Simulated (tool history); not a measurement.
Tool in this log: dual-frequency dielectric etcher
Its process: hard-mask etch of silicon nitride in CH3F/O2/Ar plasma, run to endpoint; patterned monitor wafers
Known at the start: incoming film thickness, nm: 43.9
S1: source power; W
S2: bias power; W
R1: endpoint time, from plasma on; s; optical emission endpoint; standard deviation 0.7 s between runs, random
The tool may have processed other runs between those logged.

run	day	S1	S2	R1
1	0.000	340	58	72.887
2	0.029	380	58	70.489
3	0.325	350	58	72.342
4	0.550	310	51	81.545
5	0.746	310	60	76.139
6	1.100	280	57	81.903

Forecast run 7:
7	1.400	260	56	?

R1: 86.754 s

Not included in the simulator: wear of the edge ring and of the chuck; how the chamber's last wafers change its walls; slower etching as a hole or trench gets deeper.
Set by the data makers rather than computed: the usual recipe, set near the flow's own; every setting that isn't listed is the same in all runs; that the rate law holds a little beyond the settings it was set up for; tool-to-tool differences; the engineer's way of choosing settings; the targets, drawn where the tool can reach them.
